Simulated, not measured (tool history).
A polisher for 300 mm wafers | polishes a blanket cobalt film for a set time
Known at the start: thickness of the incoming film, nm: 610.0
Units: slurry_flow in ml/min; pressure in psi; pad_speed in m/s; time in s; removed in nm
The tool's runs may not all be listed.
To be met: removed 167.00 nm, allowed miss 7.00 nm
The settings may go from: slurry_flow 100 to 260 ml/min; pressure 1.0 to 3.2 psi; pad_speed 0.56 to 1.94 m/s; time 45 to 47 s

run,hour,slurry_flow,pressure,pad_speed,time,removed
1,0.0,165,2.1,1.24,45,258.31
2,2.1,165,2.0,1.24,45,249.85
3,9.5,165,2.0,1.24,45,247.51
4,16.2,165,2.0,1.24,45,251.80
5,18.0,165,1.9,1.24,45,239.41
6,21.5,165,1.9,1.24,47,244.04
# hour 28.3: slurry nozzle cleaned
7,28.3,165,1.8,1.24,47,247.34
8,35.1,165,1.7,1.22,47,232.38
9,37.3,155,1.1,1.18,47,145.18
10,42.3,160,1.1,1.18,47,148.68
11,43.1,165,1.1,1.18,47,148.32
12,48.1,170,1.4,1.18,47,186.39

5 next moves are on the table. One of them brings every result within its allowed miss. Which?
A,53.1,175,1.5,1.04,45,?
B,53.1,160,1.4,1.18,47,?
C,53.1,230,1.2,1.30,46,?
D,53.1,185,1.5,1.30,47,?
E,53.1,185,1.5,1.22,47,?

move,removed
A,169.99
B,185.04
C,181.33
D,222.27
E,208.98
A: meets every target
B: nearer than the last run, and not there yet
C: nearer than the last run, and not there yet
D: further off than the last run
E: further off than the last run
The right move is A.
